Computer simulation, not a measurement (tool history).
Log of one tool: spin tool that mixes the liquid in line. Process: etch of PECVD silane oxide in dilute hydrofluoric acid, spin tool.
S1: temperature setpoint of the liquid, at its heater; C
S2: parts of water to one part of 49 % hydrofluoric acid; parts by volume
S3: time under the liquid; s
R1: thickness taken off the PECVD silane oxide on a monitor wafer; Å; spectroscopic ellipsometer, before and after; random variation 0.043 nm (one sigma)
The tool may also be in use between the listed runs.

run 1 hour=0.0 | S1=24.0 S2=260 S3=150 | R1=66.426
run 2 hour=7.8 | S1=25.5 S2=260 S3=150 | R1=70.633
run 3 hour=14.5 | S1=23.5 S2=265 S3=150 | R1=63.597
run 4 hour=20.2 | S1=22.0 S2=265 S3=150 | R1=59.933
run 5 hour=25.9 | S1=21.0 S2=265 S3=150 | R1=57.606
run 6 hour=26.5 | S1=20.0 S2=265 S3=150 | R1=55.959

Run 7 comes next. What will it give?
run 7 hour=28.7 | S1=20.0 S2=265 S3=150 | R1=?

{"run 7": {"R1": 55.912}}
